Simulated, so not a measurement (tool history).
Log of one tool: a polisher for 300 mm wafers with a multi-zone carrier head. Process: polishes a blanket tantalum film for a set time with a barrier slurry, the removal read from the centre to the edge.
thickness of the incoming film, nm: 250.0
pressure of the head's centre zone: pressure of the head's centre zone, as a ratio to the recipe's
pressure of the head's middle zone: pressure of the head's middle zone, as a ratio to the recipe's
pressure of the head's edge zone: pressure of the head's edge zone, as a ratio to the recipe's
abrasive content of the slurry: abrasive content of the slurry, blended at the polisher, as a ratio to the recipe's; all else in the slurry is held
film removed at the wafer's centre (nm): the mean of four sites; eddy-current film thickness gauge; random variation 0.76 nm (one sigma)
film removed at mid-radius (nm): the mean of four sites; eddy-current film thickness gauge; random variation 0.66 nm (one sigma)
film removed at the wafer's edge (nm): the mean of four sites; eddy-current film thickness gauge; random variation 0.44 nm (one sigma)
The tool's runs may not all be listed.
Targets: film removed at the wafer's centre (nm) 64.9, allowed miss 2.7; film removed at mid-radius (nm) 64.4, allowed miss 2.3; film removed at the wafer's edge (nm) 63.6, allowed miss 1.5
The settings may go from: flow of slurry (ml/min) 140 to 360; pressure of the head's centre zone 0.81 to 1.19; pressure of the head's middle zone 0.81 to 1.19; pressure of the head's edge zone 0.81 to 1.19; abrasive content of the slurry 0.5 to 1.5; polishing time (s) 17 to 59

run,hour,flow of slurry (ml/min),pressure of the head's centre zone,pressure of the head's middle zone,pressure of the head's edge zone,abrasive content of the slurry,polishing time (s),film removed at the wafer's centre (nm),film removed at mid-radius (nm),film removed at the wafer's edge (nm)
1,0,230,1,1,1,1,38,83.101,80.3,82.087
2,4.5,225,0.98,0.99,0.95,0.85,38,75.517,74.152,75.827
3,7.7,225,1.01,0.99,0.95,0.85,38,77.64,73.865,75.897
4,15.7,220,1,0.99,0.91,0.75,38,69.596,68.875,69.701
5,18.3,220,1,0.99,0.91,0.75,33,63.129,60.071,60.026
6,19.3,235,0.99,1,0.92,0.75,33,62.508,60.485,60.502
7,27.3,235,0.99,1.01,0.94,0.75,33,61.505,63.063,60.956
8,33.9,240,1,1.01,0.96,0.75,33,62.633,61.963,62.01

5 next moves are on the table. One of them brings every result within its allowed miss. Which?
A,40.5,235,0.98,1.03,0.91,0.75,32,?,?,?
B,40.5,230,1.02,1.1,0.89,0.8,32,?,?,?
C,40.5,250,0.9,0.96,1,0.65,39,?,?,?
D,40.5,285,1,1.02,0.96,0.8,32,?,?,?
E,40.5,210,1.13,1.13,0.81,1.15,29,?,?,?

move,film removed at the wafer's centre (nm),film removed at mid-radius (nm),film removed at the wafer's edge (nm)
A,58.792,60.898,58.897
B,63.186,66.462,60.298
C,60.667,64.524,68.459
D,63.649,63.909,63.21
E,72.517,70.457,60.687
A: further off than the last run
B: further off than the last run
C: takes the result that was furthest off past its target
D: meets every target
E: further off than the last run
Answer: D
